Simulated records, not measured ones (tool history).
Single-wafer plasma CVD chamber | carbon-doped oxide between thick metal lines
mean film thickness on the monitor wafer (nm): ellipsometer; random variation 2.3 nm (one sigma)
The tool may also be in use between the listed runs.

run	day	heater temperature setpoint (K)	chamber pressure (Pa)	RF power (W)	deposition time (s)	mean film thickness on the monitor wafer (nm)
1	0	628.15	735	570	160	832.19
2	0.05	631.15	681	535	160	788.31
3	0.325	634.15	636	510	160	750.11
4	0.621	637.15	596	495	160	722.41
5	0.775	639.15	564	485	160	700.35
6	1.008	639.15	648	485	160	724.35
7	1.058	641.15	604	480	160	698.92

Run 8 comes next. What will it give?
8	1.383	643.15	575	480	160	?

mean film thickness on the monitor wafer (nm): 686.12

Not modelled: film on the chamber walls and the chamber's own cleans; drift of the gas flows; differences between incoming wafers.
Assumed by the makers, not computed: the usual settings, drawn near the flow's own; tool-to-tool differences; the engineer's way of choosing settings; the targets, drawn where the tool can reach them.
